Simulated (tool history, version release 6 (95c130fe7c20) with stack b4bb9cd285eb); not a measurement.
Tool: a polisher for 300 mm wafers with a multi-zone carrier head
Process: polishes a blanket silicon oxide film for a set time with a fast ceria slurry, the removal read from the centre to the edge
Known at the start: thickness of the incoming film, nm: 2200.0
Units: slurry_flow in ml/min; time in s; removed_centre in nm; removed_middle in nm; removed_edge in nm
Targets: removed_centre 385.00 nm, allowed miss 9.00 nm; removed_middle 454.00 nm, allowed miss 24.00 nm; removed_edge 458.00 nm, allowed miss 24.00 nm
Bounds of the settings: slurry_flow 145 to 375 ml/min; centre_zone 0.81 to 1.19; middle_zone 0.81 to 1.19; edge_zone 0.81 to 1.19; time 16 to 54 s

{"run": 1, "day": 0.0, "slurry_flow": 240, "centre_zone": 1.0, "middle_zone": 1.0, "edge_zone": 1.0, "time": 35, "removed_centre": 644.28, "removed_middle": 663.28, "removed_edge": 660.22}
{"run": 2, "day": 0.204, "slurry_flow": 190, "centre_zone": 1.0, "middle_zone": 1.0, "edge_zone": 1.0, "time": 35, "removed_centre": 619.5, "removed_middle": 652.38, "removed_edge": 640.41}
{"run": 3, "day": 0.521, "slurry_flow": 185, "centre_zone": 0.98, "middle_zone": 0.99, "edge_zone": 0.99, "time": 34, "removed_centre": 594.53, "removed_middle": 618.26, "removed_edge": 616.57}
{"run": 4, "day": 0.892, "slurry_flow": 185, "centre_zone": 0.98, "middle_zone": 0.94, "edge_zone": 0.99, "time": 34, "removed_centre": 588.94, "removed_middle": 609.86, "removed_edge": 613.91}
{"run": 5, "day": 1.012, "slurry_flow": 180, "centre_zone": 0.96, "middle_zone": 0.94, "edge_zone": 0.99, "time": 33, "removed_centre": 556.39, "removed_middle": 560.37, "removed_edge": 608.33}
{"run": 6, "day": 1.229, "slurry_flow": 180, "centre_zone": 0.96, "middle_zone": 0.94, "edge_zone": 1.05, "time": 33, "removed_centre": 559.06, "removed_middle": 560.85, "removed_edge": 625.35}
{"run": 7, "day": 1.554, "slurry_flow": 175, "centre_zone": 0.94, "middle_zone": 0.95, "edge_zone": 1.03, "time": 32, "removed_centre": 523.61, "removed_middle": 544.16, "removed_edge": 584.78}
{"run": 8, "day": 1.688, "slurry_flow": 155, "centre_zone": 0.84, "middle_zone": 0.93, "edge_zone": 0.94, "time": 26, "removed_centre": 373.6, "removed_middle": 433.13, "removed_edge": 456.67}

4 next moves are on the table. One of them brings every result within its allowed miss. Which?
{"run": "A", "day": 1.821, "slurry_flow": 150, "centre_zone": 0.92, "middle_zone": 0.98, "edge_zone": 0.97, "time": 26, "removed_centre": "?", "removed_middle": "?", "removed_edge": "?"}
{"run": "B", "day": 1.821, "slurry_flow": 160, "centre_zone": 0.9, "middle_zone": 0.97, "edge_zone": 0.81, "time": 26, "removed_centre": "?", "removed_middle": "?", "removed_edge": "?"}
{"run": "C", "day": 1.821, "slurry_flow": 150, "centre_zone": 0.83, "middle_zone": 0.96, "edge_zone": 1.01, "time": 26, "removed_centre": "?", "removed_middle": "?", "removed_edge": "?"}
{"run": "D", "day": 1.821, "slurry_flow": 180, "centre_zone": 0.82, "middle_zone": 0.9, "edge_zone": 0.87, "time": 27, "removed_centre": "?", "removed_middle": "?", "removed_edge": "?"}

move=A removed_centre=401.20 removed_middle=434.92 removed_edge=452.89
move=B removed_centre=398.92 removed_middle=438.42 removed_edge=421.63
move=C removed_centre=361.59 removed_middle=429.06 removed_edge=461.88
move=D removed_centre=387.21 removed_middle=443.61 removed_edge=460.18
A: takes the result that was furthest off past its target
B: takes the result that was furthest off past its target
C: further off than the last run
D: meets every target
Answer: D

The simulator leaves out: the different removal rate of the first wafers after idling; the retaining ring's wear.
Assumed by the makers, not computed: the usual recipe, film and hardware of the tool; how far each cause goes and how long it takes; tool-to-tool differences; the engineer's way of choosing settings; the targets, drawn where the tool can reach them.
